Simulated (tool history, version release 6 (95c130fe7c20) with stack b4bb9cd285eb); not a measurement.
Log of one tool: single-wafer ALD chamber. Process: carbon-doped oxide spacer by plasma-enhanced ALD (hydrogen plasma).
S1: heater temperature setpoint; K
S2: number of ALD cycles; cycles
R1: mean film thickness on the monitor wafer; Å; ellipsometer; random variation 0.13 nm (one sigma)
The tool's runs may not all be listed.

| run | hour | S1 | S2 | R1 |
|---|---|---|---|---|
| 1 | 0.0 | 688.15 | 536 | 241.97 |
| 2 | 6.1 | 680.15 | 536 | 252.10 |
| 3 | 9.5 | 680.15 | 570 | 265.17 |
| 4 | 13.8 | 687.15 | 570 | 258.62 |
| 5 | 21.8 | 698.15 | 570 | 251.01 |
| 6 | 26.8 | 702.15 | 570 | 248.32 |
| 7 | 33.3 | 701.15 | 583 | 251.98 |

Run 8 comes next. What will it give?
| 8 | 34.0 | 699.15 | 595 | ? |

Run 8 gave R1 260.36 Å.
